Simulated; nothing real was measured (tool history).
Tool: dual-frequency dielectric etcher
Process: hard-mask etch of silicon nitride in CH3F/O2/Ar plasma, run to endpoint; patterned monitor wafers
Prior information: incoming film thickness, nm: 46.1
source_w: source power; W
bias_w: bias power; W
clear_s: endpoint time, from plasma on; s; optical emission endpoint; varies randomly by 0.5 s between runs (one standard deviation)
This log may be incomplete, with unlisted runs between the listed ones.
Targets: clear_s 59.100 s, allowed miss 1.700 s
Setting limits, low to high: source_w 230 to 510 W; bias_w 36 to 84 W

run  hour  source_w  bias_w  clear_s
  1   0.0       370      60   69.225
  2   3.3       370      53   70.154
  3   9.4       370      57   68.816
  4  13.1       370      50   72.432
  5  19.5       370      46   73.403
  6  26.1       390      49   72.108
  7  29.5       460      61   63.612
  8  35.8       470      62   61.455
  9  38.3       490      63   61.443

Which one of the following 5 next-run settings gets every result inside its allowed miss? There is exactly one.
  A  40.8       440      63        ?
  B  40.8       500      58        ?
  C  40.8       460      55        ?
  D  40.8       510      67        ?
  E  40.8       460      61        ?

move  clear_s
   A   63.903
   B   62.541
   C   65.366
   D   59.606
   E   63.502
A: its largest miss is bigger than the last run's
B: its largest miss is bigger than the last run's
C: its largest miss is bigger than the last run's
D: every result lands within tolerance
E: its largest miss is bigger than the last run's
Correct choice: D, which meets every target
